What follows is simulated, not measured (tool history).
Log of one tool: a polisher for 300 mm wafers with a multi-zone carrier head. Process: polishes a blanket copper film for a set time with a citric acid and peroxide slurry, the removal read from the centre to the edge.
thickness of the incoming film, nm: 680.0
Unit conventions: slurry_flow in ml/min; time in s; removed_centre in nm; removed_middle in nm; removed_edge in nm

Run 1, day 0.000: slurry_flow 315 ml/min, centre_zone 1.00, middle_zone 1.00, edge_zone 1.00, slurry_solids 1.00, time 58 s. Result: removed_centre 115.29 nm, removed_middle 114.64 nm, removed_edge 114.15 nm.
Run 2, day 0.088: slurry_flow 315 ml/min, centre_zone 1.00, middle_zone 1.00, edge_zone 1.04, slurry_solids 1.00, time 58 s. Result: removed_centre 116.73 nm, removed_middle 114.60 nm, removed_edge 117.92 nm.
Run 3, day 0.146: slurry_flow 315 ml/min, centre_zone 1.05, middle_zone 1.00, edge_zone 1.04, slurry_solids 1.00, time 58 s. Result: removed_centre 118.56 nm, removed_middle 115.28 nm, removed_edge 118.47 nm.
Run 4, day 0.446: slurry_flow 315 ml/min, centre_zone 1.05, middle_zone 1.00, edge_zone 1.04, slurry_solids 0.80, time 58 s. Result: removed_centre 115.89 nm, removed_middle 110.71 nm, removed_edge 114.12 nm.
Run 5, day 0.800: slurry_flow 320 ml/min, centre_zone 1.06, middle_zone 1.02, edge_zone 1.05, slurry_solids 0.85, time 58 s. Result: removed_centre 120.30 nm, removed_middle 114.59 nm, removed_edge 116.10 nm.
Run 6, day 0.929: slurry_flow 320 ml/min, centre_zone 1.06, middle_zone 1.02, edge_zone 1.01, slurry_solids 0.85, time 58 s. Result: removed_centre 121.32 nm, removed_middle 113.86 nm, removed_edge 117.18 nm.
Run 7, day 1.129: slurry_flow 325 ml/min, centre_zone 1.07, middle_zone 1.04, edge_zone 1.02, slurry_solids 0.90, time 58 s. Result: removed_centre 122.29 nm, removed_middle 117.04 nm, removed_edge 116.61 nm.
Run 8, day 1.417: slurry_flow 325 ml/min, centre_zone 1.08, middle_zone 1.05, edge_zone 1.03, slurry_solids 0.95, time 58 s. Result: removed_centre 125.55 nm, removed_middle 120.69 nm, removed_edge 117.73 nm.
Run 9, day 1.592: slurry_flow 325 ml/min, centre_zone 1.08, middle_zone 1.05, edge_zone 1.04, slurry_solids 1.00, time 59 s. Result: removed_centre 126.35 nm, removed_middle 121.80 nm, removed_edge 122.10 nm.
Run 10, day 1.692: slurry_flow 330 ml/min, centre_zone 1.09, middle_zone 1.06, edge_zone 1.04, slurry_solids 1.05, time 59 s. Result: removed_centre 129.56 nm, removed_middle 124.62 nm, removed_edge 122.28 nm.

The next listed run, before its measurement:
Run 11, day 1.946: slurry_flow 330 ml/min, centre_zone 1.09, middle_zone 1.07, edge_zone 1.05, slurry_solids 1.10, time 59 s. Result: removed_centre ?, removed_middle ?, removed_edge ?.

removed_centre: 132.81 nm
removed_middle: 126.05 nm
removed_edge: 126.45 nm
